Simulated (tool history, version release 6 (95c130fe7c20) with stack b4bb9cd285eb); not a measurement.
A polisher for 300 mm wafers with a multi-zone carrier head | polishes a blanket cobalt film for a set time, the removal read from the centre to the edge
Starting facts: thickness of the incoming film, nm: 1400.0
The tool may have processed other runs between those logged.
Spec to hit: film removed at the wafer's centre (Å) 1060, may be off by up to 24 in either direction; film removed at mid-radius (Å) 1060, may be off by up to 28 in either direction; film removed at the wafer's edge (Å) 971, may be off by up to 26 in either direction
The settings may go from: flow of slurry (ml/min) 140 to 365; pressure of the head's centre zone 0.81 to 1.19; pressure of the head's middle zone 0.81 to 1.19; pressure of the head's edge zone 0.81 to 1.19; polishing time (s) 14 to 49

run,hour,flow of slurry (ml/min),pressure of the head's centre zone,pressure of the head's middle zone,pressure of the head's edge zone,polishing time (s),film removed at the wafer's centre (Å),film removed at mid-radius (Å),film removed at the wafer's edge (Å)
1,0,235,1,1,1,31,1756.4,1772.7,1746.9
2,5.7,235,1,0.92,1,31,1760.4,1668.8,1758.8
3,10.1,235,1,0.93,0.96,27,1523.7,1462.7,1478
4,15.8,235,0.99,0.93,0.93,25,1383.8,1323.6,1348.4
5,23.7,195,0.99,0.93,0.93,25,1373.4,1310.5,1333.7
6,32.2,195,0.99,0.93,0.93,17,935.04,896.85,900.01
7,35,195,0.99,0.93,0.93,17,929.22,883.73,910.98
8,37.9,225,1,0.95,0.92,17,964.61,926.06,920.91
9,41.5,245,1.01,0.97,0.92,17,974.53,949.87,901.89
10,42.8,260,1.01,0.98,0.93,17,981.51,964.67,930.65
11,46.3,275,1.02,0.99,0.93,17,1001.8,970.64,939.53
12,50.8,290,1.02,1.01,0.93,17,1021,981.65,941.69
13,57.8,300,1.02,1.03,0.93,17,1009.8,1006.6,940.46
14,64.3,310,1.03,1.04,0.93,17,1031.8,1031.1,947.02
15,65.2,345,1.04,1.05,0.95,17,1040.2,1030,964.36

Of the 4 settings listed for the next run, only one would bring every result within its allowed miss of target. Which one?
A,66.1,365,1.11,0.97,0.84,17,?,?,?
B,66.1,345,1.04,1.02,0.97,18,?,?,?
C,66.1,320,1.01,1.02,0.89,18,?,?,?
D,66.1,335,1.06,0.94,1,18,?,?,?

move,film removed at the wafer's centre (Å),film removed at mid-radius (Å),film removed at the wafer's edge (Å)
A,1125.2,975.84,906.41
B,1110.5,1065.3,1021.2
C,1070.7,1058.9,976.28
D,1128.4,1004.2,1035.2
A: misses by more than the last run did
B: meets the target for the result that was furthest off, but another lies outside its allowed miss
C: every result within its allowed miss
D: misses by more than the last run did
The move that meets every target is C.

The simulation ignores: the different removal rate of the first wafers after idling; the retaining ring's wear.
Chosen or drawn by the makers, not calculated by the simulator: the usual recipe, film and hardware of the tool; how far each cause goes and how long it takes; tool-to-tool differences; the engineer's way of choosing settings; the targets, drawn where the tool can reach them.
